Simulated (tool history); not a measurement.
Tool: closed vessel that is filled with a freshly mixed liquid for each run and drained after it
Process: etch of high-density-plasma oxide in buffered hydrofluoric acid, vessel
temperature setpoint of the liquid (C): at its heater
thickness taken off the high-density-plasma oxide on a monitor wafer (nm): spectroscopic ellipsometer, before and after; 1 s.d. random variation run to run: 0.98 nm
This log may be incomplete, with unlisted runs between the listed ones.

| run | hour | temperature setpoint of the liquid (C) | parts of 40 % ammonium fluoride to one part of 49 % hydrofluoric acid (parts by volume) | time in the liquid (s) | thickness taken off the high-density-plasma oxide on a monitor wafer (nm) |
|---|---|---|---|---|---|
| 1 | 0.0 | 22.0 | 7.5 | 35 | 84.601 |
| 2 | 5.5 | 23.5 | 7.5 | 35 | 91.087 |
| 3 | 6.6 | 26.0 | 7.5 | 35 | 104.380 |
| 4 | 13.3 | 26.0 | 9.5 | 35 | 83.291 |
| 5 | 17.4 | 26.5 | 9.0 | 35 | 87.674 |
| 6 | 18.2 | 26.5 | 9.0 | 30 | 75.574 |
| 7 | 21.2 | 30.0 | 6.5 | 30 | 127.830 |
| 8 | 23.3 | 30.0 | 6.0 | 30 | 136.230 |
| 9 | 31.1 | 30.0 | 5.5 | 30 | 146.890 |
| 10 | 38.6 | 29.5 | 5.5 | 30 | 142.870 |
| 11 | 40.3 | 30.0 | 5.5 | 30 | 146.030 |
| 12 | 43.0 | 30.0 | 5.5 | 30 | 147.830 |
| 13 | 51.2 | 29.5 | 5.5 | 30 | 143.150 |
| 14 | 56.2 | 30.0 | 5.5 | 30 | 147.030 |
| 15 | 61.8 | 29.5 | 5.5 | 30 | 142.750 |
| 16 | 62.3 | 30.0 | 5.5 | 30 | 147.010 |
| 17 | 66.3 | 30.0 | 5.5 | 30 | 146.550 |
| 18 | 70.1 | 30.0 | 5.0 | 30 | 157.690 |
| 19 | 73.5 | 30.0 | 5.0 | 30 | 159.400 |

Run 20 is up next; what results do you expect?
| 20 | 74.2 | 30.0 | 5.0 | 30 | ? |

{"run 20": {"thickness taken off the high-density-plasma oxide on a monitor wafer (nm)": 160.51}}

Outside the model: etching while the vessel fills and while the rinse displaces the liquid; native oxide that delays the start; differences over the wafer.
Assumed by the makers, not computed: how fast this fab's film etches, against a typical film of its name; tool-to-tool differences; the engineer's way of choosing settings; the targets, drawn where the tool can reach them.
